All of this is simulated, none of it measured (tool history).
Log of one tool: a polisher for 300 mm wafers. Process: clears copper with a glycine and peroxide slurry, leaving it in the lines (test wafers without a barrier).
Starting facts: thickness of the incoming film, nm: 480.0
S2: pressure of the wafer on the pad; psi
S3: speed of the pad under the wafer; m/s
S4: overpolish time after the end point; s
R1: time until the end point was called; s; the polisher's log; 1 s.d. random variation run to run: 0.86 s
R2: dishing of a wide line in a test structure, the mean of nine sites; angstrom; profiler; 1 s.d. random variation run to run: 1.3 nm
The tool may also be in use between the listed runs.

Run 1, hour 0.0: flow of slurry (ml/min) 225, S2 2.2 psi, S3 0.82 m/s, S4 25 s. Result: R1 142.58 s, R2 514.88 angstrom.
Run 2, hour 4.7: flow of slurry (ml/min) 225, S2 2.2 psi, S3 0.82 m/s, S4 33 s. Result: R1 142.81 s, R2 682.63 angstrom.
Run 3, hour 13.1: flow of slurry (ml/min) 225, S2 2.2 psi, S3 0.68 m/s, S4 33 s. Result: R1 157.77 s, R2 603.22 angstrom.
Run 4, hour 18.7: flow of slurry (ml/min) 225, S2 2.7 psi, S3 0.68 m/s, S4 33 s. Result: R1 140.01 s, R2 694.74 angstrom.
Run 5, hour 22.5: flow of slurry (ml/min) 230, S2 2.9 psi, S3 0.70 m/s, S4 30 s. Result: R1 133.09 s, R2 664.63 angstrom.
Run 6, hour 28.4: flow of slurry (ml/min) 230, S2 3.1 psi, S3 0.74 m/s, S4 28 s. Result: R1 121.60 s, R2 662.89 angstrom.
Run 7, hour 30.0: flow of slurry (ml/min) 235, S2 3.2 psi, S3 0.76 m/s, S4 27 s. Result: R1 118.15 s, R2 647.46 angstrom.
Run 8, hour 36.1: flow of slurry (ml/min) 235, S2 3.3 psi, S3 0.78 m/s, S4 26 s. Result: R1 111.94 s, R2 667.35 angstrom.
Run 9, hour 43.8: flow of slurry (ml/min) 260, S2 3.5 psi, S3 0.78 m/s, S4 22 s. Result: R1 106.33 s, R2 597.89 angstrom.

Run 10 is up next; what results do you expect?
Run 10, hour 51.7: flow of slurry (ml/min) 260, S2 3.5 psi, S3 0.78 m/s, S4 22 s. Result: R1 ?, R2 ?.

R1: 108.18 s
R2: 604.85 angstrom

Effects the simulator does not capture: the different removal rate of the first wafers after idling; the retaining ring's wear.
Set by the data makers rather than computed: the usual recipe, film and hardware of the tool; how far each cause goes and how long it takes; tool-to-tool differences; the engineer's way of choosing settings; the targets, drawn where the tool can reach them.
